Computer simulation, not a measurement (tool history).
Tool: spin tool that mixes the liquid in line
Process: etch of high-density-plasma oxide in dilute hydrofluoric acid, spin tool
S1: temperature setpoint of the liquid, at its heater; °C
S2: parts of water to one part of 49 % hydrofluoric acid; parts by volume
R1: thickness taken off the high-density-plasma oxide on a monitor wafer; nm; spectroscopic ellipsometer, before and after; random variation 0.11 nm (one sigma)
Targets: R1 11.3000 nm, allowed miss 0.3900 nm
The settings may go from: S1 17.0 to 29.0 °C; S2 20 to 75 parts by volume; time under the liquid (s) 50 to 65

Run 1, hour 0.0: S1 21.0 °C, S2 45 parts by volume, time under the liquid (s) 65. Result: R1 8.4724 nm.
Run 2, hour 0.9: S1 21.0 °C, S2 45 parts by volume, time under the liquid (s) 50. Result: R1 6.4303 nm.
Run 3, hour 3.0: S1 21.0 °C, S2 45 parts by volume, time under the liquid (s) 50. Result: R1 6.4678 nm.
Run 4, hour 11.2: S1 22.5 °C, S2 45 parts by volume, time under the liquid (s) 50. Result: R1 6.9455 nm.
Run 5, hour 16.2: S1 23.5 °C, S2 40 parts by volume, time under the liquid (s) 50. Result: R1 8.1038 nm.
Run 6, hour 21.9: S1 23.5 °C, S2 50 parts by volume, time under the liquid (s) 50. Result: R1 6.4625 nm.
Run 7, hour 27.7: S1 24.5 °C, S2 45 parts by volume, time under the liquid (s) 50. Result: R1 7.5188 nm.
Run 8, hour 34.4: S1 25.0 °C, S2 45 parts by volume, time under the liquid (s) 50. Result: R1 7.6290 nm.
Run 9, hour 36.9: S1 25.5 °C, S2 45 parts by volume, time under the liquid (s) 50. Result: R1 7.6539 nm.
Run 10, hour 39.6: S1 26.0 °C, S2 40 parts by volume, time under the liquid (s) 50. Result: R1 9.0121 nm.
Run 11, hour 47.2: S1 26.0 °C, S2 40 parts by volume, time under the liquid (s) 50. Result: R1 8.8916 nm.
Run 12, hour 52.5: S1 26.5 °C, S2 40 parts by volume, time under the liquid (s) 50. Result: R1 9.2422 nm.
Run 13, hour 61.2: S1 27.0 °C, S2 40 parts by volume, time under the liquid (s) 50. Result: R1 9.1372 nm.
Run 14, hour 62.4: S1 27.5 °C, S2 40 parts by volume, time under the liquid (s) 50. Result: R1 9.6114 nm.
Run 15, hour 66.0: S1 28.0 °C, S2 40 parts by volume, time under the liquid (s) 50. Result: R1 9.8587 nm.
Run 16, hour 67.0: S1 28.5 °C, S2 40 parts by volume, time under the liquid (s) 50. Result: R1 9.9326 nm.

Which of these 4 next moves meets every target?
Run A, hour 68.0: S1 27.5 °C, S2 50 parts by volume, time under the liquid (s) 60. Result: R1 ?.
Run B, hour 68.0: S1 27.0 °C, S2 40 parts by volume, time under the liquid (s) 65. Result: R1 ?.
Run C, hour 68.0: S1 29.0 °C, S2 50 parts by volume, time under the liquid (s) 55. Result: R1 ?.
Run D, hour 68.0: S1 28.0 °C, S2 35 parts by volume, time under the liquid (s) 50. Result: R1 ?.

move       R1
   A   9.0520
   B  12.1880
   C   8.8080
   D  11.2400
A: further off than the last run
B: takes the result that was furthest off past its target
C: further off than the last run
D: meets every target
Move D is the one to make.
